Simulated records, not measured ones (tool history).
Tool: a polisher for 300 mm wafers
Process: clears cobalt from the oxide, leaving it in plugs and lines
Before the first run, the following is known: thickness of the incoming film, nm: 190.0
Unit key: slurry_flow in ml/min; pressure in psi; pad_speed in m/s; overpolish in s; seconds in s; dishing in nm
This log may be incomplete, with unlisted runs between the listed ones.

run  hour  slurry_flow  pressure  pad_speed  overpolish  seconds  dishing
  1   0.0          290       1.6       0.98          26   54.530   49.034
  2   4.1          280       1.5       0.94          22   56.814   41.883
  3  10.7          255       1.3       0.94          19   65.297   35.406
  4  16.6          255       1.3       0.94          13   65.530   26.901
  5  25.3          255       1.1       0.94          13   73.409   24.467
  6  31.9          255       1.1       0.94           8   75.029   16.279
  7  38.7          255       1.4       0.96          11   62.278   24.806
  8  45.8          280       1.4       0.96          11   60.529   25.328
     50.3  -- slurry nozzle cleaned
  9  50.3          200       1.3       0.96           8   63.979   18.048
 10  57.9          210       1.3       0.96           8   63.511   18.443
 11  65.6          220       1.3       0.96           8   65.955   18.652
 12  70.3          230       1.3       0.96           8   63.109   18.046
 13  72.7          245       1.3       0.96           8   62.821   18.456
 14  79.8          255       1.3       0.94           8   64.499   18.723
 15  84.5          260       1.3       0.94           8   64.449   17.928
 16  90.2          260       1.3       0.96           8   63.127   18.725
 17  93.1          260       1.2       0.98          13   64.980   27.403
 18  94.6          245       1.3       0.96          13   62.199   28.198

For run 19, what comes out?
 19  96.9          245       1.3       0.96          13        ?        ?

Logged for run 19: seconds 65.329 s, dishing 27.223 nm.
